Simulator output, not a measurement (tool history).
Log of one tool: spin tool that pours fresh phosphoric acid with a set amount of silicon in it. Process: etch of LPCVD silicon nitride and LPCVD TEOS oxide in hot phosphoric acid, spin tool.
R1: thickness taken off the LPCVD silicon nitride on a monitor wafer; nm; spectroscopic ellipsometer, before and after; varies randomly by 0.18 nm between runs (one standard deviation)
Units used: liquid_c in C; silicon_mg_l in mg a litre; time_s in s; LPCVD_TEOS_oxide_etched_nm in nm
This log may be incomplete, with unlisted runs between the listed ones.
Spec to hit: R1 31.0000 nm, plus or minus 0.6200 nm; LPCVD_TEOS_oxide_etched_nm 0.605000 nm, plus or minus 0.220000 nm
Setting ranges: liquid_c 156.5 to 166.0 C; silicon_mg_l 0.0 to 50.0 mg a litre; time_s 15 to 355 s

Run 1, hour 0.0: liquid_c 161.0 C, silicon_mg_l 22.5 mg a litre, time_s 180 s. Result: R1 18.6630 nm, LPCVD_TEOS_oxide_etched_nm 0.299260 nm.
Run 2, hour 0.7: liquid_c 161.0 C, silicon_mg_l 22.5 mg a litre, time_s 120 s. Result: R1 12.3950 nm, LPCVD_TEOS_oxide_etched_nm 0.215670 nm.
Run 3, hour 3.8: liquid_c 161.0 C, silicon_mg_l 22.5 mg a litre, time_s 90 s. Result: R1 9.3463 nm, LPCVD_TEOS_oxide_etched_nm 0.148860 nm.
Run 4, hour 5.7: liquid_c 161.0 C, silicon_mg_l 35.0 mg a litre, time_s 90 s. Result: R1 9.3676 nm, LPCVD_TEOS_oxide_etched_nm 0.095207 nm.
Run 5, hour 13.2: liquid_c 161.0 C, silicon_mg_l 28.5 mg a litre, time_s 90 s. Result: R1 9.3434 nm, LPCVD_TEOS_oxide_etched_nm 0.115340 nm.
Run 6, hour 20.5: liquid_c 162.0 C, silicon_mg_l 27.5 mg a litre, time_s 120 s. Result: R1 12.8450 nm, LPCVD_TEOS_oxide_etched_nm 0.201540 nm.
Run 7, hour 26.0: liquid_c 163.0 C, silicon_mg_l 29.5 mg a litre, time_s 140 s. Result: R1 15.5070 nm, LPCVD_TEOS_oxide_etched_nm 0.178580 nm.
Run 8, hour 27.8: liquid_c 163.5 C, silicon_mg_l 26.0 mg a litre, time_s 155 s. Result: R1 17.6240 nm, LPCVD_TEOS_oxide_etched_nm 0.266370 nm.
Run 9, hour 28.5: liquid_c 164.0 C, silicon_mg_l 25.0 mg a litre, time_s 170 s. Result: R1 19.6160 nm, LPCVD_TEOS_oxide_etched_nm 0.272620 nm.
Run 10, hour 32.1: liquid_c 164.5 C, silicon_mg_l 22.5 mg a litre, time_s 180 s. Result: R1 20.8780 nm, LPCVD_TEOS_oxide_etched_nm 0.338430 nm.
Run 11, hour 40.7: liquid_c 165.0 C, silicon_mg_l 21.5 mg a litre, time_s 190 s. Result: R1 22.2050 nm, LPCVD_TEOS_oxide_etched_nm 0.417840 nm.
Run 12, hour 49.0: liquid_c 165.0 C, silicon_mg_l 21.5 mg a litre, time_s 200 s. Result: R1 23.6410 nm, LPCVD_TEOS_oxide_etched_nm 0.419010 nm.
Run 13, hour 56.1: liquid_c 165.0 C, silicon_mg_l 21.0 mg a litre, time_s 210 s. Result: R1 24.8070 nm, LPCVD_TEOS_oxide_etched_nm 0.426960 nm.
Run 14, hour 64.3: liquid_c 165.0 C, silicon_mg_l 20.0 mg a litre, time_s 215 s. Result: R1 25.4350 nm, LPCVD_TEOS_oxide_etched_nm 0.437350 nm.
Run 15, hour 72.6: liquid_c 165.0 C, silicon_mg_l 19.0 mg a litre, time_s 220 s. Result: R1 25.8900 nm, LPCVD_TEOS_oxide_etched_nm 0.415950 nm.
Run 16, hour 80.2: liquid_c 165.0 C, silicon_mg_l 17.5 mg a litre, time_s 225 s. Result: R1 26.8080 nm, LPCVD_TEOS_oxide_etched_nm 0.549610 nm.

Pick the move, out of 4, that brings all results within their allowed miss; only one does.
Run A, hour 87.8: liquid_c 165.5 C, silicon_mg_l 5.5 mg a litre, time_s 285 s. Result: R1 ?, LPCVD_TEOS_oxide_etched_nm ?.
Run B, hour 87.8: liquid_c 164.5 C, silicon_mg_l 19.0 mg a litre, time_s 265 s. Result: R1 ?, LPCVD_TEOS_oxide_etched_nm ?.
Run C, hour 87.8: liquid_c 162.0 C, silicon_mg_l 0.0 mg a litre, time_s 230 s. Result: R1 ?, LPCVD_TEOS_oxide_etched_nm ?.
Run D, hour 87.8: liquid_c 164.5 C, silicon_mg_l 10.5 mg a litre, time_s 255 s. Result: R1 ?, LPCVD_TEOS_oxide_etched_nm ?.

move       R1  LPCVD_TEOS_oxide_etched_nm
   A  34.1540                    0.995070
   B  30.7310                    0.625890
   C  24.5550                    0.691490
   D  29.5720                    0.744480
A: moves the result that the last run missed by most past its target, out the other side
B: in spec on every target
C: the biggest miss grows against the last run
D: nearer the targets than the last run, but a result is still out of spec
The move that meets every target is B.
